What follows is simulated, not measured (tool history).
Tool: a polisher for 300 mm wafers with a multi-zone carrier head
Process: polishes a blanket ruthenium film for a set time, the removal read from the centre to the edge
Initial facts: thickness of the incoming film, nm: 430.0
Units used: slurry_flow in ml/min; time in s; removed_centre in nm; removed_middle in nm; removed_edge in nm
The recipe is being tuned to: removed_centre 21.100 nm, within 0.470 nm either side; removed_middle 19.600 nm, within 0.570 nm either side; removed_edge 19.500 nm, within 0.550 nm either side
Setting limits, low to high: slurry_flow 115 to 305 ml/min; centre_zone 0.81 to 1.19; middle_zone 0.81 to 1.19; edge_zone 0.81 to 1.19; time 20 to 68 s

{"run": 1, "hour": 0.0, "slurry_flow": 195, "centre_zone": 1.0, "middle_zone": 1.0, "edge_zone": 1.0, "time": 44, "removed_centre": 32.425, "removed_middle": 32.368, "removed_edge": 32.541}
{"run": 2, "hour": 2.3, "slurry_flow": 160, "centre_zone": 1.0, "middle_zone": 1.0, "edge_zone": 1.0, "time": 44, "removed_centre": 31.108, "removed_middle": 31.57, "removed_edge": 31.241}
{"run": 3, "hour": 9.2, "slurry_flow": 160, "centre_zone": 1.08, "middle_zone": 1.0, "edge_zone": 1.0, "time": 44, "removed_centre": 33.503, "removed_middle": 31.313, "removed_edge": 31.916}
{"run": 4, "hour": 11.4, "slurry_flow": 160, "centre_zone": 1.07, "middle_zone": 0.99, "edge_zone": 0.98, "time": 42, "removed_centre": 31.673, "removed_middle": 29.852, "removed_edge": 29.691}
{"run": 5, "hour": 17.9, "slurry_flow": 160, "centre_zone": 1.06, "middle_zone": 0.97, "edge_zone": 0.97, "time": 41, "removed_centre": 30.773, "removed_middle": 28.46, "removed_edge": 29.193}
{"run": 6, "hour": 21.1, "slurry_flow": 160, "centre_zone": 1.05, "middle_zone": 0.96, "edge_zone": 0.95, "time": 39, "removed_centre": 29.155, "removed_middle": 26.887, "removed_edge": 27.462}
{"run": 7, "hour": 27.4, "slurry_flow": 160, "centre_zone": 1.05, "middle_zone": 0.96, "edge_zone": 0.95, "time": 39, "removed_centre": 28.807, "removed_middle": 26.513, "removed_edge": 27.351}
{"run": 8, "hour": 32.9, "slurry_flow": 160, "centre_zone": 1.05, "middle_zone": 0.96, "edge_zone": 0.94, "time": 38, "removed_centre": 28.223, "removed_middle": 25.964, "removed_edge": 26.427}
{"run": 9, "hour": 37.7, "slurry_flow": 160, "centre_zone": 1.04, "middle_zone": 0.96, "edge_zone": 0.93, "time": 37, "removed_centre": 27.089, "removed_middle": 25.186, "removed_edge": 25.868}
{"run": 10, "hour": 38.2, "slurry_flow": 175, "centre_zone": 1.04, "middle_zone": 0.96, "edge_zone": 0.83, "time": 25, "removed_centre": 18.523, "removed_middle": 17.618, "removed_edge": 16.71}
{"run": 11, "hour": 40.7, "slurry_flow": 180, "centre_zone": 1.04, "middle_zone": 0.96, "edge_zone": 0.85, "time": 25, "removed_centre": 18.884, "removed_middle": 17.572, "removed_edge": 16.951}
{"run": 12, "hour": 45.2, "slurry_flow": 180, "centre_zone": 1.04, "middle_zone": 0.97, "edge_zone": 0.87, "time": 25, "removed_centre": 18.731, "removed_middle": 17.61, "removed_edge": 17.03}
{"run": 13, "hour": 53.1, "slurry_flow": 180, "centre_zone": 1.04, "middle_zone": 0.98, "edge_zone": 0.89, "time": 25, "removed_centre": 18.886, "removed_middle": 17.996, "removed_edge": 17.507}
{"run": 14, "hour": 53.8, "slurry_flow": 235, "centre_zone": 1.07, "middle_zone": 0.99, "edge_zone": 0.98, "time": 25, "removed_centre": 20.114, "removed_middle": 18.815, "removed_edge": 18.478}
{"run": 15, "hour": 61.5, "slurry_flow": 235, "centre_zone": 1.07, "middle_zone": 0.99, "edge_zone": 0.99, "time": 25, "removed_centre": 20.275, "removed_middle": 18.795, "removed_edge": 18.517}
{"run": 16, "hour": 66.0, "slurry_flow": 235, "centre_zone": 1.07, "middle_zone": 0.99, "edge_zone": 1.0, "time": 25, "removed_centre": 20.163, "removed_middle": 18.636, "removed_edge": 18.366}
{"run": 17, "hour": 70.5, "slurry_flow": 235, "centre_zone": 1.07, "middle_zone": 0.99, "edge_zone": 1.01, "time": 25, "removed_centre": 20.287, "removed_middle": 18.558, "removed_edge": 18.981}

Which one of the following 5 next-run settings gets every result inside its allowed miss? There is exactly one.
{"run": "A", "hour": 75.0, "slurry_flow": 195, "centre_zone": 1.09, "middle_zone": 0.84, "edge_zone": 1.14, "time": 26, "removed_centre": "?", "removed_middle": "?", "removed_edge": "?"}
{"run": "B", "hour": 75.0, "slurry_flow": 205, "centre_zone": 1.13, "middle_zone": 1.05, "edge_zone": 0.91, "time": 26, "removed_centre": "?", "removed_middle": "?", "removed_edge": "?"}
{"run": "C", "hour": 75.0, "slurry_flow": 250, "centre_zone": 1.07, "middle_zone": 1.0, "edge_zone": 0.99, "time": 26, "removed_centre": "?", "removed_middle": "?", "removed_edge": "?"}
{"run": "D", "hour": 75.0, "slurry_flow": 230, "centre_zone": 1.07, "middle_zone": 0.88, "edge_zone": 1.01, "time": 26, "removed_centre": "?", "removed_middle": "?", "removed_edge": "?"}
{"run": "E", "hour": 75.0, "slurry_flow": 305, "centre_zone": 1.0, "middle_zone": 0.93, "edge_zone": 1.06, "time": 24, "removed_centre": "?", "removed_middle": "?", "removed_edge": "?"}

move=A removed_centre=20.898 removed_middle=16.155 removed_edge=20.344
move=B removed_centre=21.882 removed_middle=19.613 removed_edge=18.276
move=C removed_centre=21.309 removed_middle=19.314 removed_edge=19.400
move=D removed_centre=21.051 removed_middle=17.180 removed_edge=19.469
move=E removed_centre=18.802 removed_middle=17.138 removed_edge=18.834
A: misses by more than the last run did
B: the furthest-off result lands on target, but another misses its tolerance
C: each result inside its tolerance
D: misses by more than the last run did
E: misses by more than the last run did
Correct choice: C, which meets every target
